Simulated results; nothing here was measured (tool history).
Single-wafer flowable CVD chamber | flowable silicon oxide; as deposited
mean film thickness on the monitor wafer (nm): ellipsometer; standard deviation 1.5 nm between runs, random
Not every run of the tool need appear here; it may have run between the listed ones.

run,hour,heater temperature setpoint (°C),chamber pressure (Pa),RF power (W),deposition time (s),mean film thickness on the monitor wafer (nm)
1,0,100,95.9,1990,740,384.93
2,3.2,94,95.9,1990,740,455.51
3,10.9,94,95.9,1845,740,445.77
4,13.6,94,95.9,1845,700,418.52
5,21.1,94,95.9,1640,700,395.99
6,28.8,94,95.9,1640,700,397.36
7,31.9,95,95.9,1640,700,385.65

Forecast run 8:
8,34.7,97,95.7,1640,700,?

{"run 8": {"mean film thickness on the monitor wafer (nm)": 365.95}}
